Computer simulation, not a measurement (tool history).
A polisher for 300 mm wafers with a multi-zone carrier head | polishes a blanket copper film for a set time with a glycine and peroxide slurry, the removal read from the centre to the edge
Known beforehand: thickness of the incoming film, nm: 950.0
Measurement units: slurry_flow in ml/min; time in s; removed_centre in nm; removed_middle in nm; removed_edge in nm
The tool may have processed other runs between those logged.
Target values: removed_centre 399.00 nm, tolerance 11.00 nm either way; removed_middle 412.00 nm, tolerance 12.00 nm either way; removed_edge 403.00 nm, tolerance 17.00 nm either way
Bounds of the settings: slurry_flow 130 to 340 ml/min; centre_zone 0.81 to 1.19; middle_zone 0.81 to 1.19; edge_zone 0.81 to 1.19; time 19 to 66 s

run,day,slurry_flow,centre_zone,middle_zone,edge_zone,time,removed_centre,removed_middle,removed_edge
1,0.000,220,1.00,1.00,1.00,42,311.30,304.08,307.59
2,0.362,220,1.00,1.00,1.00,34,251.67,244.30,250.10
3,0.604,230,1.01,1.03,1.04,38,285.13,285.80,288.61
4,0.679,230,1.01,1.03,1.10,38,284.62,285.52,295.00
5,0.708,230,1.04,1.03,1.10,38,296.98,282.40,298.72
6,0.829,245,1.05,1.07,1.12,40,317.74,311.11,326.57
7,1.008,255,1.06,1.10,1.11,42,336.65,334.76,329.90
8,1.150,255,1.06,1.11,1.13,44,352.77,353.46,352.86
9,1.212,260,1.06,1.13,1.14,45,363.48,366.35,355.91
10,1.271,265,1.05,1.13,1.15,46,365.80,380.83,368.87

4 candidate next runs follow, results not yet known. Just one meets every target within its allowed miss. Identify it.
A,1.329,340,1.04,1.12,1.15,49,?,?,?
B,1.329,285,1.09,1.05,1.12,42,?,?,?
C,1.329,205,1.06,0.87,1.17,52,?,?,?
D,1.329,255,0.95,0.97,1.19,49,?,?,?

move,removed_centre,removed_middle,removed_edge
A,394.94,406.37,402.80
B,348.81,324.58,337.00
C,403.71,331.79,416.99
D,349.94,350.61,402.89
A: in spec on every target
B: the biggest miss grows against the last run
C: brings the last run's worst result on target, with another outside its allowed miss
D: the biggest miss grows against the last run
The right move is A.
